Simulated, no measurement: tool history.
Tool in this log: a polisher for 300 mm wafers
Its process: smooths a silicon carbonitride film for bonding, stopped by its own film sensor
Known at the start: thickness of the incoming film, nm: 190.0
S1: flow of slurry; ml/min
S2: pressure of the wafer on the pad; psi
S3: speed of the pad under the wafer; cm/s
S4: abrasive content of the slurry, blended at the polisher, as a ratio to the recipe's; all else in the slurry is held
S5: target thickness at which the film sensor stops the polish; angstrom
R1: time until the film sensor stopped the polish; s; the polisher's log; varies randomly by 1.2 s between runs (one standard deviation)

Run 1, day 0: S1 125 ml/min, S2 2.5 psi, S3 98 cm/s, S4 1, S5 1660 angstrom. Result: R1 79.547 s.
Run 2, day 0.275: S1 125 ml/min, S2 2.6 psi, S3 98 cm/s, S4 1, S5 1660 angstrom. Result: R1 77.515 s.
Run 3, day 0.612: S1 125 ml/min, S2 2.1 psi, S3 98 cm/s, S4 1, S5 1660 angstrom. Result: R1 90.122 s.
Run 4, day 0.783: S1 100 ml/min, S2 2.1 psi, S3 98 cm/s, S4 1, S5 1660 angstrom. Result: R1 94.646 s.
Run 5, day 0.988: S1 100 ml/min, S2 2.1 psi, S3 84 cm/s, S4 1, S5 1660 angstrom. Result: R1 103.34 s.
Run 6, day 1.079: S1 100 ml/min, S2 2.1 psi, S3 68 cm/s, S4 1, S5 1660 angstrom. Result: R1 123.03 s.
Run 7, day 1.196: S1 105 ml/min, S2 2.8 psi, S3 80 cm/s, S4 1, S5 1660 angstrom. Result: R1 88.572 s.
Run 8, day 1.221: S1 105 ml/min, S2 3 psi, S3 82 cm/s, S4 1, S5 1660 angstrom. Result: R1 82.802 s.
Run 9, day 1.304: S1 105 ml/min, S2 3.1 psi, S3 84 cm/s, S4 1, S5 1660 angstrom. Result: R1 82.988 s.

What does the tool deliver on the next run?
Run 10, day 1.475: S1 110 ml/min, S2 3.2 psi, S3 86 cm/s, S4 1, S5 1660 angstrom. Result: R1 ?.

Logged for run 10: R1 78.471 s.
